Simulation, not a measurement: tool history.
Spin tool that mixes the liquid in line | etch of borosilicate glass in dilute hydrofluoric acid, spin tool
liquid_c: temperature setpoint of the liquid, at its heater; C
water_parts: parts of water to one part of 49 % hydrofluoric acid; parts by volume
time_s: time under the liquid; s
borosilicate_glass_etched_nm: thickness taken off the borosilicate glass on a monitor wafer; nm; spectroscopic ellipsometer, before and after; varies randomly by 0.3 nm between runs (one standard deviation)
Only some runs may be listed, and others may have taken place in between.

run 1 day=0 | liquid_c=24 water_parts=50 time_s=140 | borosilicate_glass_etched_nm=96.569
run 2 day=0.317 | liquid_c=23.5 water_parts=50 time_s=140 | borosilicate_glass_etched_nm=94.646
run 3 day=0.662 | liquid_c=23 water_parts=50 time_s=140 | borosilicate_glass_etched_nm=93.516
run 4 day=0.804 | liquid_c=23 water_parts=50 time_s=150 | borosilicate_glass_etched_nm=98.715
run 5 day=1.054 | liquid_c=23 water_parts=55 time_s=150 | borosilicate_glass_etched_nm=90.444
run 6 day=1.254 | liquid_c=22.5 water_parts=55 time_s=150 | borosilicate_glass_etched_nm=87.943
run 7 day=1.5 | liquid_c=22.5 water_parts=55 time_s=150 | borosilicate_glass_etched_nm=88.423
run 8 day=1.583 | liquid_c=22 water_parts=55 time_s=150 | borosilicate_glass_etched_nm=86.64
run 9 day=1.938 | liquid_c=22 water_parts=55 time_s=150 | borosilicate_glass_etched_nm=86.29

The next listed run, before its measurement:
run 10 day=2.008 | liquid_c=21.5 water_parts=55 time_s=150 | borosilicate_glass_etched_nm=?

{"run 10": {"borosilicate_glass_etched_nm": 84.6}}
